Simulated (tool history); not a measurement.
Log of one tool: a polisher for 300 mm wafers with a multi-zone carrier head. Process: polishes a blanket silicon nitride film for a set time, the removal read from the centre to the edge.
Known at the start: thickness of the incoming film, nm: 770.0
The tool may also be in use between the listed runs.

run  hour  flow of slurry (ml/min)  pressure of the head's centre zone  pressure of the head's middle zone  pressure of the head's edge zone  polishing time (s)  film removed at the wafer's centre (nm)  film removed at mid-radius (nm)  film removed at the wafer's edge (nm)
  1     0                      165                                   1                                   1                                 1                  71                                   172.09                           173.73                                 173.34
  2   8.8                      165                                   1                                1.03                                 1                  71                                   170.85                            177.1                                 173.24
  3  17.3                      175                                1.03                                1.02                              1.03                  72                                   180.46                           179.37                                 179.99
  4  19.4                      175                                0.95                                1.02                              1.03                  72                                   169.09                            178.4                                 178.68
  5  22.1                      175                                0.95                                1.02                              1.03                  64                                   151.35                           158.92                                 160.66
  6  24.4                      175                                0.95                                0.97                              1.03                  64                                   148.34                           154.46                                 159.44
  7  26.1                      185                                0.99                                0.97                              1.05                  67                                   166.46                           163.97                                 172.47
  8  32.7                      235                                1.09                                1.02                              1.15                  73                                    205.7                            190.8                                 196.84
  9  33.9                      235                                 1.1                                1.01                              1.16                  74                                   211.53                            189.4                                 202.21
 10  39.1                      235                                1.11                                1.01                              1.16                  75                                   215.19                            195.1                                 201.99
 11  45.4                      235                                1.12                                   1                              1.17                  76                                   219.58                            197.5                                 210.32
 12  48.1                      240                                1.13                                0.99                              1.17                  76                                   221.74                           196.08                                 208.25
 13  52.7                      240                                1.14                                0.98                              1.17                  76                                   222.95                            194.7                                 209.46
 14  56.8                      240                                1.15                                0.98                              1.17                  76                                   224.82                           192.26                                 206.78
 15  62.1                      240                                1.15                                0.98                              1.17                  77                                   229.58                           196.51                                 207.68
 16  67.9                      240                                1.15                                0.97                              1.17                  77                                   228.94                           192.18                                 214.48
 17  72.2                      245                                1.16                                0.98                              1.18                  77                                   231.17                            196.4                                 207.02

The next listed run, before its measurement:
 18  80.8                      245                                1.16                                0.97                              1.18                  77                                        ?                                ?                                      ?

Run 18 gave film removed at the wafer's centre (nm) 233.32, film removed at mid-radius (nm) 190.92, film removed at the wafer's edge (nm) 212.97.

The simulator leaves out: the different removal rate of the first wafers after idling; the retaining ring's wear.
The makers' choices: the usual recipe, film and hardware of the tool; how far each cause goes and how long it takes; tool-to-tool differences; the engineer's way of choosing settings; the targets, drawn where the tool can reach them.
